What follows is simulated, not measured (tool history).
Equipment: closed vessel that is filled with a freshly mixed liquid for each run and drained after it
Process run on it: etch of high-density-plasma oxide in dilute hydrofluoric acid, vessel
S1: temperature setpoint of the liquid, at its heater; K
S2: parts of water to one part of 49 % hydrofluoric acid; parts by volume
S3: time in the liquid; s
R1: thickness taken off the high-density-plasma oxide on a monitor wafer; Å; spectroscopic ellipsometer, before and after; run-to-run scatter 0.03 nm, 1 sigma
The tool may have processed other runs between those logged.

run  hour      S1   S2  S3      R1
  1   0.0  295.15  130  60  29.607
  2   7.1  295.15  150  60  24.748
  3  13.0  292.65  150  60  22.640
  4  20.8  293.65  150  60  23.327
  5  24.7  294.65  150  60  24.039
  6  29.3  294.65  150  60  24.427

Predict the results of run 7:
  7  38.1  294.65  150  60   ?

R1: 24.600 Å
